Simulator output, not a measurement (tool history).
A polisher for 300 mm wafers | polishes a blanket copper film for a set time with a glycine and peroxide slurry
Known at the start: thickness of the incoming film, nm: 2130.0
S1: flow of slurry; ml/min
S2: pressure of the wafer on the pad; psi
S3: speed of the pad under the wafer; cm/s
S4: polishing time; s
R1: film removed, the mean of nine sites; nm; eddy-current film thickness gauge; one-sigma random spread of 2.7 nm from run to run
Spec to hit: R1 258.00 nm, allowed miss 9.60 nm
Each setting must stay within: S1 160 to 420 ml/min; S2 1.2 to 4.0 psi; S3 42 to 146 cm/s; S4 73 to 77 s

run 1 hour=0.0 | S1=270 S2=2.6 S3=94 S4=73 | R1=381.09
run 2 hour=0.8 | S1=270 S2=2.9 S3=94 S4=73 | R1=410.73
run 3 hour=8.9 | S1=270 S2=2.5 S3=94 S4=73 | R1=364.43
run 4 hour=9.7 | S1=270 S2=2.2 S3=94 S4=73 | R1=330.99
run 5 hour=17.8 | S1=270 S2=2.0 S3=94 S4=73 | R1=305.52
run 6 hour=18.8 | S1=270 S2=1.9 S3=94 S4=73 | R1=298.22
run 7 hour=24.5 | S1=270 S2=1.8 S3=94 S4=73 | R1=282.81
run 8 hour=28.6 | S1=270 S2=1.7 S3=94 S4=73 | R1=272.75

Exercise: of the 5 proposed moves below, exactly one satisfies all targets within the stated allowed misses. Which move is it?
run A hour=32.7 | S1=215 S2=1.4 S3=100 S4=77 | R1=?
run B hour=32.7 | S1=310 S2=1.3 S3=120 S4=75 | R1=?
run C hour=32.7 | S1=285 S2=1.9 S3=86 S4=73 | R1=?
run D hour=32.7 | S1=215 S2=2.0 S3=88 S4=73 | R1=?
run E hour=32.7 | S1=240 S2=1.9 S3=86 S4=75 | R1=?

move=A R1=255.75
move=B R1=279.15
move=C R1=278.98
move=D R1=286.28
move=E R1=281.81
A: meets every target
B: lands further from the targets than the last run did
C: lands further from the targets than the last run did
D: lands further from the targets than the last run did
E: lands further from the targets than the last run did
So the answer is move A, the one that meets all the targets.
